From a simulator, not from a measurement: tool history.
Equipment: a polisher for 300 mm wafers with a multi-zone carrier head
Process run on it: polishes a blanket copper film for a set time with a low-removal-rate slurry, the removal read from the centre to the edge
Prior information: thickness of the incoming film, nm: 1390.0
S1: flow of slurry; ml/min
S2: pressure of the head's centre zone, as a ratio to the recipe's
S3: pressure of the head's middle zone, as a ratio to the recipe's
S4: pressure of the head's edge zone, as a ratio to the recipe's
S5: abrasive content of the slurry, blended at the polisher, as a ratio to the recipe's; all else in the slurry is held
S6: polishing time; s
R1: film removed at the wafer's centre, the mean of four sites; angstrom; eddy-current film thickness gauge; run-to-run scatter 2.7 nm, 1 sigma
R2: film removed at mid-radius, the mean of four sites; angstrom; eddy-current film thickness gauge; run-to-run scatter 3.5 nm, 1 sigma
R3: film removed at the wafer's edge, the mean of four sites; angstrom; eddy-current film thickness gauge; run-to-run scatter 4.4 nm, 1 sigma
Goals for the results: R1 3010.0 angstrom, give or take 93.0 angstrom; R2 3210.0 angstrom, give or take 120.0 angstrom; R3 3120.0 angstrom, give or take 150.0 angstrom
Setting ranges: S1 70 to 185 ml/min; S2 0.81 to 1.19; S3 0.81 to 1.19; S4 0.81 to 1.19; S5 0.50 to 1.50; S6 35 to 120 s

run 1 hour=0.0 | S1=120 S2=1.00 S3=1.00 S4=1.00 S5=1.00 S6=77 | R1=2046.9 R2=2127.8 R3=2156.5
run 2 hour=3.9 | S1=145 S2=1.00 S3=1.00 S4=1.00 S5=1.00 S6=77 | R1=2100.3 R2=2216.7 R3=2212.6
run 3 hour=4.7 | S1=150 S2=1.02 S3=1.02 S4=1.03 S5=1.10 S6=80 | R1=2337.5 R2=2459.0 R3=2419.6
run 4 hour=13.4 | S1=150 S2=1.03 S3=1.03 S4=1.06 S5=1.20 S6=81 | R1=2428.9 R2=2597.0 R3=2503.1
run 5 hour=16.0 | S1=150 S2=1.03 S3=1.03 S4=1.06 S5=1.00 S6=81 | R1=2304.0 R2=2415.5 R3=2402.9
run 6 hour=21.3 | S1=150 S2=1.03 S3=1.03 S4=1.08 S5=1.10 S6=83 | R1=2417.4 R2=2550.6 R3=2556.0
run 7 hour=27.5 | S1=150 S2=1.04 S3=1.04 S4=1.10 S5=1.20 S6=84 | R1=2531.6 R2=2681.5 R3=2642.2
-- hour=32.5 centre zone pressure recalibrated
run 8 hour=32.5 | S1=155 S2=1.04 S3=1.04 S4=1.11 S5=1.25 S6=85 | R1=2821.0 R2=2790.7 R3=2724.3
run 9 hour=39.1 | S1=155 S2=1.01 S3=1.05 S4=1.13 S5=1.25 S6=86 | R1=2764.2 R2=2802.9 R3=2921.7
run 10 hour=47.6 | S1=160 S2=1.01 S3=1.07 S4=1.13 S5=1.25 S6=86 | R1=2759.9 R2=2856.5 R3=2836.3
run 11 hour=51.0 | S1=160 S2=1.00 S3=1.08 S4=1.14 S5=1.30 S6=87 | R1=2852.1 R2=2932.4 R3=2919.2
run 12 hour=51.7 | S1=160 S2=0.99 S3=1.10 S4=1.15 S5=1.30 S6=88 | R1=2824.6 R2=3042.7 R3=2949.4
run 13 hour=53.7 | S1=165 S2=0.99 S3=1.10 S4=1.16 S5=1.30 S6=88 | R1=2901.3 R2=3050.2 R3=3027.8
run 14 hour=58.3 | S1=165 S2=0.99 S3=1.11 S4=1.16 S5=1.30 S6=88 | R1=2877.2 R2=3089.5 R3=3020.0
run 15 hour=63.4 | S1=170 S2=0.99 S3=1.11 S4=1.16 S5=1.30 S6=88 | R1=2882.5 R2=3061.3 R3=2991.0

5 next moves are on the table. One of them brings every result within its allowed miss. Which?
run A hour=68.5 | S1=160 S2=0.96 S3=1.00 S4=1.19 S5=1.30 S6=86 | R1=? R2=? R3=?
run B hour=68.5 | S1=170 S2=0.90 S3=0.97 S4=1.19 S5=1.30 S6=90 | R1=? R2=? R3=?
run C hour=68.5 | S1=150 S2=0.91 S3=1.19 S4=1.09 S5=1.40 S6=94 | R1=? R2=? R3=?
run D hour=68.5 | S1=175 S2=0.95 S3=1.13 S4=1.08 S5=1.40 S6=93 | R1=? R2=? R3=?
run E hour=68.5 | S1=185 S2=0.95 S3=1.07 S4=1.09 S5=1.15 S6=97 | R1=? R2=? R3=?

move=A R1=2703.6 R2=2734.9 R3=2908.2
move=B R1=2708.7 R2=2814.1 R3=3063.3
move=C R1=2865.0 R2=3515.2 R3=3078.1
move=D R1=3008.1 R2=3398.3 R3=3081.2
move=E R1=2980.1 R2=3211.1 R3=3061.2
A: further off than the last run
B: further off than the last run
C: further off than the last run
D: gets the furthest-off result to its target, but another result is out of tolerance
E: meets every target
The right move is E.
